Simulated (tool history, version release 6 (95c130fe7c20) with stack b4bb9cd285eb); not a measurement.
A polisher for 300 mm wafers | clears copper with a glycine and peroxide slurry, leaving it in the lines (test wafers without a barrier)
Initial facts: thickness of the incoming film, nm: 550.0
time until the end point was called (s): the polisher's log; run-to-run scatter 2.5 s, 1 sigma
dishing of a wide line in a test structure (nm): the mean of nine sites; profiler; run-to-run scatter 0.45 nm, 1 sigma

run	hour	flow of slurry (ml/min)	pressure of the wafer on the pad (kPa)	speed of the pad under the wafer (cm/s)	overpolish time after the end point (s)	time until the end point was called (s)	dishing of a wide line in a test structure (nm)
1	0	165	20.7	92	12	103.13	27.354
2	4.4	165	18.6	90	11	114.28	25.498
3	8.8	165	17.2	88	10	126.31	21.339
4	16.1	165	16.5	88	10	131.5	22.407
5	24.7	165	21.4	88	10	106.95	24.591
6	27.1	165	19.3	86	10	113.6	23.33
7	32.9	165	17.9	84	10	124.43	21.882
8	38.8	165	17.2	84	10	132.69	21.685

Run 9 is up next; what results do you expect?
9	44.4	165	16.5	84	10	?	?

Run 9 yielded time until the end point was called (s) 134.31, dishing of a wide line in a test structure (nm) 21.467.
